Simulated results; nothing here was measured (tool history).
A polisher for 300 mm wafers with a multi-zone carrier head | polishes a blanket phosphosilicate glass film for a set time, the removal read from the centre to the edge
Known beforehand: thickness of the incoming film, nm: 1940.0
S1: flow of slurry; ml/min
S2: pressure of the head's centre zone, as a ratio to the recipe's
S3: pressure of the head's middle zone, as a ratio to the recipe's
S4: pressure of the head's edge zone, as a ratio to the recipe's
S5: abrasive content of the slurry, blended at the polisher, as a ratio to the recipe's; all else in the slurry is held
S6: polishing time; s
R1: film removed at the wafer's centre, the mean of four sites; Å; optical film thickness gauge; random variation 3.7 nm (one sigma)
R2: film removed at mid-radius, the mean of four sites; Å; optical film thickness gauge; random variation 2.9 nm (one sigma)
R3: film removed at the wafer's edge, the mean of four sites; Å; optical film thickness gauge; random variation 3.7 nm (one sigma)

{"run": 1, "hour": 0.0, "S1": 225, "S2": 1.0, "S3": 1.0, "S4": 1.0, "S5": 1.0, "S6": 30, "R1": 2682.0, "R2": 2684.5, "R3": 2687.7}
{"run": 2, "hour": 8.8, "S1": 225, "S2": 1.0, "S3": 1.0, "S4": 1.0, "S5": 0.9, "S6": 30, "R1": 2502.6, "R2": 2526.3, "R3": 2495.9}
{"run": 3, "hour": 16.7, "S1": 225, "S2": 1.0, "S3": 0.93, "S4": 1.0, "S5": 0.9, "S6": 30, "R1": 2571.6, "R2": 2375.9, "R3": 2418.1}
{"run": 4, "hour": 19.9, "S1": 230, "S2": 1.02, "S3": 0.94, "S4": 1.0, "S5": 0.95, "S6": 30, "R1": 2630.8, "R2": 2519.9, "R3": 2532.0}
{"run": 5, "hour": 26.0, "S1": 230, "S2": 1.02, "S3": 0.99, "S4": 1.0, "S5": 0.95, "S6": 30, "R1": 2684.8, "R2": 2594.1, "R3": 2554.6}
{"run": 6, "hour": 27.7, "S1": 235, "S2": 1.04, "S3": 1.0, "S4": 1.01, "S5": 0.95, "S6": 30, "R1": 2705.8, "R2": 2631.3, "R3": 2535.4}

For run 7, what comes out?
{"run": 7, "hour": 34.8, "S1": 265, "S2": 1.14, "S3": 0.96, "S4": 1.04, "S5": 1.2, "S6": 31, "R1": "?", "R2": "?", "R3": "?"}

{"run 7": {"R1": 3496.0, "R2": 3001.6, "R3": 3067.5}}

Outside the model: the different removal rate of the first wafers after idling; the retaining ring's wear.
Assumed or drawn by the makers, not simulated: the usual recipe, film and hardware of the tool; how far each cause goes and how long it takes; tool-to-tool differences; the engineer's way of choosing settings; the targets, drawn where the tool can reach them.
